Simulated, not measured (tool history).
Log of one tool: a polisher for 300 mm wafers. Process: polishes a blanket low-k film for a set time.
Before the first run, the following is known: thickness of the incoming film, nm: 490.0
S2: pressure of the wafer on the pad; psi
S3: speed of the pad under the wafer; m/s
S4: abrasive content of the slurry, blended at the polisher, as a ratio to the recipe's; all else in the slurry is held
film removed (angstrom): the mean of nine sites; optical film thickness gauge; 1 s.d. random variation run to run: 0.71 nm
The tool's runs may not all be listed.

run 1 hour=0.0 | flow_of_slurry_(ml/min)=210 S2=1.6 S3=0.78 S4=1.0 polishing_time_(s)=96 | film_removed_(angstrom)=256.57
run 2 hour=8.2 | flow_of_slurry_(ml/min)=210 S2=1.6 S3=0.78 S4=1.0 polishing_time_(s)=101 | film_removed_(angstrom)=260.43
run 3 hour=12.9 | flow_of_slurry_(ml/min)=210 S2=1.6 S3=0.78 S4=1.0 polishing_time_(s)=101 | film_removed_(angstrom)=265.13
run 4 hour=17.1 | flow_of_slurry_(ml/min)=210 S2=1.6 S3=0.78 S4=1.0 polishing_time_(s)=96 | film_removed_(angstrom)=256.69
run 5 hour=25.7 | flow_of_slurry_(ml/min)=210 S2=1.7 S3=0.78 S4=1.0 polishing_time_(s)=96 | film_removed_(angstrom)=273.89
run 6 hour=29.3 | flow_of_slurry_(ml/min)=260 S2=1.7 S3=0.78 S4=1.0 polishing_time_(s)=96 | film_removed_(angstrom)=280.54
run 7 hour=35.4 | flow_of_slurry_(ml/min)=260 S2=1.8 S3=0.78 S4=1.0 polishing_time_(s)=96 | film_removed_(angstrom)=294.54
run 8 hour=44.1 | flow_of_slurry_(ml/min)=260 S2=1.9 S3=0.78 S4=1.0 polishing_time_(s)=96 | film_removed_(angstrom)=305.90
run 9 hour=48.0 | flow_of_slurry_(ml/min)=260 S2=2.0 S3=0.80 S4=1.0 polishing_time_(s)=96 | film_removed_(angstrom)=337.69
run 10 hour=53.2 | flow_of_slurry_(ml/min)=260 S2=2.1 S3=0.80 S4=1.0 polishing_time_(s)=96 | film_removed_(angstrom)=350.15
run 11 hour=56.5 | flow_of_slurry_(ml/min)=260 S2=2.2 S3=0.82 S4=1.0 polishing_time_(s)=96 | film_removed_(angstrom)=370.51
run 12 hour=60.7 | flow_of_slurry_(ml/min)=260 S2=2.2 S3=0.84 S4=1.0 polishing_time_(s)=96 | film_removed_(angstrom)=386.73

The next listed run, before its measurement:
run 13 hour=63.0 | flow_of_slurry_(ml/min)=260 S2=2.4 S3=0.88 S4=1.0 polishing_time_(s)=96 | film_removed_(angstrom)=?

Run 13 measured film removed (angstrom) 423.54.
